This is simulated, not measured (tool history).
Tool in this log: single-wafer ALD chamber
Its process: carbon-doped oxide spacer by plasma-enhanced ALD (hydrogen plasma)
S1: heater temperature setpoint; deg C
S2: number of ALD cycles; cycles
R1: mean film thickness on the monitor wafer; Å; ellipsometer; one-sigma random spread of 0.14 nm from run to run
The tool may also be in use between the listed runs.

run,day,S1,S2,R1
1,0,380,429,201.97
2,0.25,384,429,202.74
3,0.483,390,429,202.73
4,0.858,390,371,176.26
5,1.167,390,403,190.31
6,1.225,390,429,203.84
7,1.317,390,429,202.87

For run 8, what comes out?
8,1.704,390,448,?

Logged for run 8: R1 211.73 Å.
